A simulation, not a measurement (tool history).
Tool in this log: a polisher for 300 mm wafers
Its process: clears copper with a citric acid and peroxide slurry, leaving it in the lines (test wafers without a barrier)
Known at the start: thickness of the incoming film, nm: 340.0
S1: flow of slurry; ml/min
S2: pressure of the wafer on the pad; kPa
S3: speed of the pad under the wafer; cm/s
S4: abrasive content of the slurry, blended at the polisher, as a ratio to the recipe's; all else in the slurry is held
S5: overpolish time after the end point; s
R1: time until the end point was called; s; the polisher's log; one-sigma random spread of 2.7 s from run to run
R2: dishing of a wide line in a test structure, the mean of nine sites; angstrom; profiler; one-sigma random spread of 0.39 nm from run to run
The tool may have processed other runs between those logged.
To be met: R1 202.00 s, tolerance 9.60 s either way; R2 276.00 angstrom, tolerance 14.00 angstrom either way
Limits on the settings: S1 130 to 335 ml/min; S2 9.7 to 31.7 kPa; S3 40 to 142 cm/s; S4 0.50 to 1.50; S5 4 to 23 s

run	hour	S1	S2	S3	S4	S5	R1	R2
1	0.0	215	20.7	90	1.00	12	195.45	172.07
2	7.9	215	20.7	90	1.00	13	192.06	184.71
3	8.8	215	22.1	90	1.00	13	185.83	199.74
4	16.8	215	22.1	90	1.15	13	177.52	209.99
5	25.4	160	22.1	90	1.15	13	186.71	195.61
6	27.5	160	22.1	90	1.15	14	191.31	208.60
7	30.7	160	22.1	90	1.15	14	189.64	209.12
8	38.7	160	22.1	90	1.15	15	184.11	218.87
# hour 47.4: head pressure recalibrated
9	47.4	155	18.6	88	1.15	21	245.52	241.05
10	52.6	165	19.3	88	1.15	21	237.39	248.25
11	53.7	170	23.4	88	1.15	20	194.90	285.16
12	57.5	170	23.4	88	1.15	20	194.04	278.78

Consider the 5 candidate settings below. Which is the only one whose results all fall within their allowed miss of target?
A	61.3	185	25.5	84	1.05	18	?	?
B	61.3	220	26.2	86	1.30	16	?	?
C	61.3	165	24.8	80	1.05	23	?	?
D	61.3	130	28.3	82	1.05	20	?	?
E	61.3	190	22.1	86	1.20	21	?	?

move	R1	R2
A	189.28	269.97
B	169.53	268.35
C	206.89	309.69
D	187.67	299.74
E	207.67	283.64
A: lands further from the targets than the last run did
B: lands further from the targets than the last run did
C: corrects the largest miss of the last run, while another result sits out of spec
D: lands further from the targets than the last run did
E: hits every target within its allowed miss
The right move is E.

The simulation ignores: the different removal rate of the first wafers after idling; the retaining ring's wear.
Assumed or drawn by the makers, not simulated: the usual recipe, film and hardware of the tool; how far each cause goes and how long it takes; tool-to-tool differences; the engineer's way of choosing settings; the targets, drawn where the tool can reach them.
